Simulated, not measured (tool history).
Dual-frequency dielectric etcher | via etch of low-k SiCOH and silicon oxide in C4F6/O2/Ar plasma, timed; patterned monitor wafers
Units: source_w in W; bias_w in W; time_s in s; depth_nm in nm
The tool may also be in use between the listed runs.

run,hour,source_w,bias_w,time_s,depth_nm
1,0,320,234,67,161.02
2,6.7,270,234,67,150.07
3,12.8,250,227,67,143.41
4,18.1,250,198,67,137.75
5,26.1,290,198,67,145.68
6,31.9,290,198,70,153.05
7,38.8,260,193,70,146.12
8,45.9,260,193,70,145.02
9,54.6,200,174,70,126.47

Run 10 comes next. What will it give?
10,57.8,210,174,70,?

Run 10 gave depth_nm 129.01 nm.
